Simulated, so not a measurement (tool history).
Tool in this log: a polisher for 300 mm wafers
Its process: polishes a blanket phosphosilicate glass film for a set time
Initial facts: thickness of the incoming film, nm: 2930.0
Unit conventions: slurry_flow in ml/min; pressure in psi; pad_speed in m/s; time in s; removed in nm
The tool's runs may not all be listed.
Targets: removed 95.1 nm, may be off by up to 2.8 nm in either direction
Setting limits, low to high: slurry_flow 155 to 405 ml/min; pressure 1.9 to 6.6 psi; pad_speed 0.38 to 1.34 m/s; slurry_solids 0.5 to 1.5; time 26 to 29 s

{"run": 1, "day": 0.0, "slurry_flow": 260, "pressure": 4.2, "pad_speed": 0.86, "slurry_solids": 1, "time": 29, "removed": 243.45}
{"run": 2, "day": 0.129, "slurry_flow": 260, "pressure": 4.9, "pad_speed": 0.86, "slurry_solids": 1, "time": 29, "removed": 277.96}
{"run": 3, "day": 0.225, "slurry_flow": 260, "pressure": 4.2, "pad_speed": 0.76, "slurry_solids": 1, "time": 29, "removed": 217.43}
{"run": 4, "day": 0.367, "slurry_flow": 205, "pressure": 4.2, "pad_speed": 0.76, "slurry_solids": 1, "time": 29, "removed": 213.47}
{"run": 5, "day": 0.692, "slurry_flow": 205, "pressure": 3.7, "pad_speed": 0.7, "slurry_solids": 1, "time": 29, "removed": 178.56}
{"run": 6, "day": 0.754, "slurry_flow": 205, "pressure": 3.3, "pad_speed": 0.66, "slurry_solids": 1, "time": 29, "removed": 153.83}
{"run": 7, "day": 1.117, "slurry_flow": 205, "pressure": 3, "pad_speed": 0.64, "slurry_solids": 1, "time": 29, "removed": 137.2}
{"run": 8, "day": 1.442, "slurry_flow": 205, "pressure": 2.8, "pad_speed": 0.62, "slurry_solids": 1, "time": 29, "removed": 125.35}
{"run": 9, "day": 1.675, "slurry_flow": 200, "pressure": 1.9, "pad_speed": 0.58, "slurry_solids": 1, "time": 29, "removed": 84.096}
{"run": 10, "day": 1.717, "slurry_flow": 200, "pressure": 2, "pad_speed": 0.58, "slurry_solids": 1, "time": 29, "removed": 88.313}
{"run": 11, "day": 1.783, "slurry_flow": 200, "pressure": 2, "pad_speed": 0.58, "slurry_solids": 1, "time": 29, "removed": 88.787}
{"run": 12, "day": 1.975, "slurry_flow": 200, "pressure": 2.1, "pad_speed": 0.58, "slurry_solids": 1, "time": 29, "removed": 91.281}

Which one of the following 4 next-run settings gets every result inside its allowed miss? There is exactly one.
{"run": "A", "day": 2.167, "slurry_flow": 155, "pressure": 3.1, "pad_speed": 0.44, "slurry_solids": 0.95, "time": 26, "removed": "?"}
{"run": "B", "day": 2.167, "slurry_flow": 165, "pressure": 2.4, "pad_speed": 0.66, "slurry_solids": 0.9, "time": 26, "removed": "?"}
{"run": "C", "day": 2.167, "slurry_flow": 160, "pressure": 2.7, "pad_speed": 0.52, "slurry_solids": 1, "time": 29, "removed": "?"}
{"run": "D", "day": 2.167, "slurry_flow": 155, "pressure": 2.5, "pad_speed": 0.5, "slurry_solids": 0.95, "time": 28, "removed": "?"}

move=A removed=90.298
move=B removed=97.033
move=C removed=104.57
move=D removed=88.735
A: the biggest miss grows against the last run
B: meets every target
C: takes the result that was furthest off past its target
D: the biggest miss grows against the last run
Go with B: it meets all targets.

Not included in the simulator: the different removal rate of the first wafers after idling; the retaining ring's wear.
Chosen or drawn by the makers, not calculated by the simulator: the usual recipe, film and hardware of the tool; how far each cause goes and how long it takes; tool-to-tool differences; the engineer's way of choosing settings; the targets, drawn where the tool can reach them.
